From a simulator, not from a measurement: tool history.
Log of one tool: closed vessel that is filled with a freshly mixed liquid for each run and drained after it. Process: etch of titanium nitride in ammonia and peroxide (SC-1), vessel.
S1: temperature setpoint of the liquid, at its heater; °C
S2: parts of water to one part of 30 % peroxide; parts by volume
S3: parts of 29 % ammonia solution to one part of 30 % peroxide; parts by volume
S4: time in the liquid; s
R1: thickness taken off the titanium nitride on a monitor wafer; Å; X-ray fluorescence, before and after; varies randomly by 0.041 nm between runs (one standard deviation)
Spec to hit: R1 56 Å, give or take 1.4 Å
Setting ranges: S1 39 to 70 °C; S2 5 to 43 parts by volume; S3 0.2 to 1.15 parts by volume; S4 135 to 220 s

{"run": 1, "hour": 0.0, "S1": 55, "S2": 24, "S3": 0.65, "S4": 220, "R1": 69.451}
{"run": 2, "hour": 6.0, "S1": 59, "S2": 24, "S3": 0.65, "S4": 220, "R1": 91.833}
{"run": 3, "hour": 10.3, "S1": 59, "S2": 24, "S3": 0.75, "S4": 220, "R1": 92.496}
{"run": 4, "hour": 16.6, "S1": 57, "S2": 24, "S3": 0.75, "S4": 220, "R1": 82.403}
{"run": 5, "hour": 20.3, "S1": 57, "S2": 24, "S3": 0.75, "S4": 220, "R1": 81.92}
{"run": 6, "hour": 22.8, "S1": 55.5, "S2": 24, "S3": 0.75, "S4": 220, "R1": 75.063}
{"run": 7, "hour": 29.0, "S1": 54, "S2": 24, "S3": 0.75, "S4": 220, "R1": 66.897}
{"run": 8, "hour": 32.0, "S1": 53.5, "S2": 24, "S3": 0.75, "S4": 220, "R1": 64.086}
{"run": 9, "hour": 37.6, "S1": 53.5, "S2": 24, "S3": 0.75, "S4": 220, "R1": 65.116}
{"run": 10, "hour": 41.1, "S1": 53, "S2": 24, "S3": 0.75, "S4": 220, "R1": 62.42}
{"run": 11, "hour": 44.3, "S1": 52.5, "S2": 24, "S3": 0.75, "S4": 220, "R1": 59.642}
{"run": 12, "hour": 52.7, "S1": 52, "S2": 24, "S3": 0.75, "S4": 220, "R1": 58.349}

Pick the move, out of 4, that brings all results within their allowed miss; only one does.
{"run": "A", "hour": 61.1, "S1": 52, "S2": 23.5, "S3": 0.8, "S4": 220, "R1": "?"}
{"run": "B", "hour": 61.1, "S1": 53, "S2": 27.5, "S3": 0.8, "S4": 220, "R1": "?"}
{"run": "C", "hour": 61.1, "S1": 53.5, "S2": 27.5, "S3": 0.7, "S4": 215, "R1": "?"}
{"run": "D", "hour": 61.1, "S1": 50.5, "S2": 23, "S3": 0.9, "S4": 220, "R1": "?"}

move=A R1=60.935
move=B R1=59.76
move=C R1=58.959
move=D R1=56.781
A: the biggest miss grows against the last run
B: the biggest miss grows against the last run
C: the biggest miss grows against the last run
D: every result lands within tolerance
So the answer is move D, the one that meets all the targets.
